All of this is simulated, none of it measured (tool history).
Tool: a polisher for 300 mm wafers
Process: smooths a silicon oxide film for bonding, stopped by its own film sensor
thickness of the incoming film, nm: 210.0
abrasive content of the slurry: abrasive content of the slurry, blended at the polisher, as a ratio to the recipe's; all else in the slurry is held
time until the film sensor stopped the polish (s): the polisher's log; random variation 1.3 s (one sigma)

run,hour,flow of slurry (ml/min),pressure of the wafer on the pad (psi),speed of the pad under the wafer (m/s),abrasive content of the slurry,target thickness at which the film sensor stops the polish (Å),time until the film sensor stopped the polish (s)
1,0,250,1.8,0.8,1,1650,81.281
2,3.4,250,1.7,0.8,1,1650,87.351
3,4.9,250,2.1,0.8,1,1650,71.984
4,8.8,250,1.9,0.8,1,1650,78.306
# hour 10.2: slurry blender recalibrated
5,10.2,250,1.9,0.8,1,1650,71.862
6,13.5,250,1.7,0.8,1,1650,78.385

Run 7 comes next. What will it give?
7,17.7,250,1.6,0.76,1,1650,?

{"run 7": {"time until the film sensor stopped the polish (s)": 86.233}}
